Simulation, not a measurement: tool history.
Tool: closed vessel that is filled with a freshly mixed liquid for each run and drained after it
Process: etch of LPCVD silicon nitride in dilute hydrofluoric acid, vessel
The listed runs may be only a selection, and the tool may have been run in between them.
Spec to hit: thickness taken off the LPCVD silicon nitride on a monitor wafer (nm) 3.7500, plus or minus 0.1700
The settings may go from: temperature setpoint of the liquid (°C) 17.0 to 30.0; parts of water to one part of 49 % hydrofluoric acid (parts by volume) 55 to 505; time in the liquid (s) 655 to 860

run,day,temperature setpoint of the liquid (°C),parts of water to one part of 49 % hydrofluoric acid (parts by volume),time in the liquid (s),thickness taken off the LPCVD silicon nitride on a monitor wafer (nm)
1,0.000,22.0,280,860,1.3352
2,0.129,19.0,280,860,1.1400
3,0.400,22.0,280,860,1.3714
4,0.521,22.0,280,860,1.3843
5,0.688,22.0,280,655,1.0342
6,0.917,22.5,255,675,1.1803
7,1.058,23.5,235,695,1.3963
# day 1.096: thermometer replaced
8,1.096,24.0,215,715,1.8257

Which of these 4 next moves meets every target?
A,1.133,23.5,90,860,?
B,1.133,26.5,90,860,?
C,1.133,26.5,145,860,?
D,1.133,24.0,285,725,?

move,thickness taken off the LPCVD silicon nitride on a monitor wafer (nm)
A,4.8896
B,5.9543
C,3.7023
D,1.3624
A: the result that was furthest off in the last run now lies on the other side of its target
B: the result that was furthest off in the last run now lies on the other side of its target
C: every result within its allowed miss
D: its largest miss is bigger than the last run's
C meets every target.
